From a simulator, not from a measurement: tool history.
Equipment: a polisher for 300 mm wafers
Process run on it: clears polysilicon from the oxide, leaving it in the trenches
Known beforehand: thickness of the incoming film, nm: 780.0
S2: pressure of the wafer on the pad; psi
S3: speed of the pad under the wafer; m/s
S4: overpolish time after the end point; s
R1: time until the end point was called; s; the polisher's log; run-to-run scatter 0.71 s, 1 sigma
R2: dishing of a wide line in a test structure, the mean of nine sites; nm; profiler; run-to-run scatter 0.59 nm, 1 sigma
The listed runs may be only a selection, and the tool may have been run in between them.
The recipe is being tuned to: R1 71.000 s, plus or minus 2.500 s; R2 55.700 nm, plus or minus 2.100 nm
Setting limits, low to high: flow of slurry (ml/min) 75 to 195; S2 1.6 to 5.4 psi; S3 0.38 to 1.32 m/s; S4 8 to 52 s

run 1 day=0.000 | flow_of_slurry_(ml/min)=125 S2=3.5 S3=0.84 S4=26 | R1=51.353 R2=56.626
run 2 day=0.175 | flow_of_slurry_(ml/min)=125 S2=3.5 S3=0.68 S4=26 | R1=63.619 R2=57.116
run 3 day=0.304 | flow_of_slurry_(ml/min)=115 S2=3.4 S3=0.68 S4=22 | R1=65.556 R2=55.770
run 4 day=0.571 | flow_of_slurry_(ml/min)=115 S2=3.4 S3=0.60 S4=22 | R1=74.124 R2=55.830
run 5 day=0.612 | flow_of_slurry_(ml/min)=115 S2=3.4 S3=0.60 S4=12 | R1=73.369 R2=50.706
run 6 day=0.733 | flow_of_slurry_(ml/min)=115 S2=3.4 S3=0.60 S4=15 | R1=72.837 R2=52.839
run 7 day=0.812 | flow_of_slurry_(ml/min)=115 S2=3.4 S3=0.60 S4=17 | R1=75.317 R2=54.010
run 8 day=0.967 | flow_of_slurry_(ml/min)=120 S2=3.4 S3=0.60 S4=18 | R1=75.131 R2=54.506

4 next moves are on the table. One of them brings every result within its allowed miss. Which?
run A day=1.121 | flow_of_slurry_(ml/min)=130 S2=3.2 S3=0.60 S4=25 | R1=? R2=?
run B day=1.121 | flow_of_slurry_(ml/min)=170 S2=4.0 S3=0.52 S4=50 | R1=? R2=?
run C day=1.121 | flow_of_slurry_(ml/min)=165 S2=2.6 S3=0.66 S4=52 | R1=? R2=?
run D day=1.121 | flow_of_slurry_(ml/min)=115 S2=3.6 S3=0.64 S4=16 | R1=? R2=?

move=A R1=74.723 R2=56.058
move=B R1=68.794 R2=56.798
move=C R1=77.084 R2=56.793
move=D R1=65.327 R2=54.424
A: moves toward the targets from the last run without getting all of them in spec
B: all results in spec
C: lands further from the targets than the last run did
D: pushes the last run's worst result past its target
Go with B: it meets all targets.

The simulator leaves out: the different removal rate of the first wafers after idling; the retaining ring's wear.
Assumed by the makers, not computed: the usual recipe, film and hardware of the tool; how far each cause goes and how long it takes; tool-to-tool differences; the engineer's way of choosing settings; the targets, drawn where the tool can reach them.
